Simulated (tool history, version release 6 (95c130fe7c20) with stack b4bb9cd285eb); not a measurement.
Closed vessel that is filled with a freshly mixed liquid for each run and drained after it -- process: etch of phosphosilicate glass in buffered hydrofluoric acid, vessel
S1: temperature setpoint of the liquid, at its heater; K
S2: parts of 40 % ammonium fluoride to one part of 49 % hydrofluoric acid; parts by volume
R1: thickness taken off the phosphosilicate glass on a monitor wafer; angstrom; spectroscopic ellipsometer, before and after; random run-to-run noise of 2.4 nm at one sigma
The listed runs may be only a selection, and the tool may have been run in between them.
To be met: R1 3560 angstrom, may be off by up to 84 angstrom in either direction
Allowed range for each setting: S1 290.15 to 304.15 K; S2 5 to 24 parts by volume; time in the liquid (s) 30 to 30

run 1 day=0 | S1=296.15 S2=14.5 time_in_the_liquid_(s)=30 | R1=1530.1
run 2 day=0.292 | S1=296.15 S2=14.5 time_in_the_liquid_(s)=30 | R1=1538.8
run 3 day=0.588 | S1=296.15 S2=14.5 time_in_the_liquid_(s)=30 | R1=1528
run 4 day=0.758 | S1=296.15 S2=14.5 time_in_the_liquid_(s)=30 | R1=1533.3
run 5 day=1.054 | S1=297.65 S2=14.5 time_in_the_liquid_(s)=30 | R1=1659.1
run 6 day=1.338 | S1=296.65 S2=14.5 time_in_the_liquid_(s)=30 | R1=1581.4
run 7 day=1.592 | S1=298.15 S2=13 time_in_the_liquid_(s)=30 | R1=1934.1
run 8 day=1.929 | S1=299.65 S2=12.5 time_in_the_liquid_(s)=30 | R1=2148.3
run 9 day=2.075 | S1=300.65 S2=11.5 time_in_the_liquid_(s)=30 | R1=2457.1
run 10 day=2.321 | S1=301.15 S2=11 time_in_the_liquid_(s)=30 | R1=2624.8
run 11 day=2.671 | S1=301.65 S2=10.5 time_in_the_liquid_(s)=30 | R1=2816.3

4 next moves are on the table. One of them brings every result within its allowed miss. Which?
run A day=3.021 | S1=298.65 S2=7.5 time_in_the_liquid_(s)=30 | R1=?
run B day=3.021 | S1=301.15 S2=7.5 time_in_the_liquid_(s)=30 | R1=?
run C day=3.021 | S1=303.15 S2=7.5 time_in_the_liquid_(s)=30 | R1=?
run D day=3.021 | S1=302.65 S2=8.5 time_in_the_liquid_(s)=30 | R1=?

move=A R1=3282.9
move=B R1=3752.6
move=C R1=4169.8
move=D R1=3547.7
A: closer than the last run, but not yet in spec
B: the result that was furthest off in the last run now lies on the other side of its target
C: the result that was furthest off in the last run now lies on the other side of its target
D: each result inside its tolerance
Go with D: it meets all targets.
